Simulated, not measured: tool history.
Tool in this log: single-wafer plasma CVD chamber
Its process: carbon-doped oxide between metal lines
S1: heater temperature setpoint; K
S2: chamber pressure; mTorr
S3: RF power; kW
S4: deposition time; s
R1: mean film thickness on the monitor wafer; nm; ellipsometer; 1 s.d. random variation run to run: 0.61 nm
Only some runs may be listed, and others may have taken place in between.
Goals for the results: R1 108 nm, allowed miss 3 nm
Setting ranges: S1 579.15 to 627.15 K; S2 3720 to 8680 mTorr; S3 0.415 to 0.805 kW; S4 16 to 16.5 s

{"run": 1, "hour": 0.0, "S1": 603.15, "S2": 6200, "S3": 0.61, "S4": 16, "R1": 87.79}
{"run": 2, "hour": 5.1, "S1": 610.15, "S2": 6200, "S3": 0.61, "S4": 16, "R1": 85.525}
{"run": 3, "hour": 13.9, "S1": 610.15, "S2": 6200, "S3": 0.645, "S4": 16, "R1": 90.219}
{"run": 4, "hour": 22.9, "S1": 610.15, "S2": 7090, "S3": 0.645, "S4": 16, "R1": 89.934}
{"run": 5, "hour": 23.7, "S1": 610.15, "S2": 7090, "S3": 0.69, "S4": 16, "R1": 94.537}
{"run": 6, "hour": 26.1, "S1": 609.15, "S2": 7100, "S3": 0.7, "S4": 16, "R1": 96.771}
{"run": 7, "hour": 29.3, "S1": 608.15, "S2": 7120, "S3": 0.705, "S4": 16, "R1": 97.528}
{"run": 8, "hour": 36.5, "S1": 607.15, "S2": 7140, "S3": 0.71, "S4": 16, "R1": 98.365}

Which one of the following 5 next-run settings gets every result inside its allowed miss? There is exactly one.
{"run": "A", "hour": 43.7, "S1": 605.15, "S2": 6780, "S3": 0.705, "S4": 16.5, "R1": "?"}
{"run": "B", "hour": 43.7, "S1": 608.15, "S2": 7420, "S3": 0.77, "S4": 16.4, "R1": "?"}
{"run": "C", "hour": 43.7, "S1": 598.15, "S2": 7810, "S3": 0.68, "S4": 16.5, "R1": "?"}
{"run": "D", "hour": 43.7, "S1": 617.15, "S2": 6330, "S3": 0.71, "S4": 16.5, "R1": "?"}
{"run": "E", "hour": 43.7, "S1": 609.15, "S2": 7360, "S3": 0.645, "S4": 16, "R1": "?"}

move=A R1=101.51
move=B R1=107.33
move=C R1=101.84
move=D R1=98.094
move=E R1=91.431
A: nearer than the last run, and not there yet
B: meets every target
C: nearer than the last run, and not there yet
D: no better and no worse than the last run
E: lands further from the targets than the last run did
Answer: B

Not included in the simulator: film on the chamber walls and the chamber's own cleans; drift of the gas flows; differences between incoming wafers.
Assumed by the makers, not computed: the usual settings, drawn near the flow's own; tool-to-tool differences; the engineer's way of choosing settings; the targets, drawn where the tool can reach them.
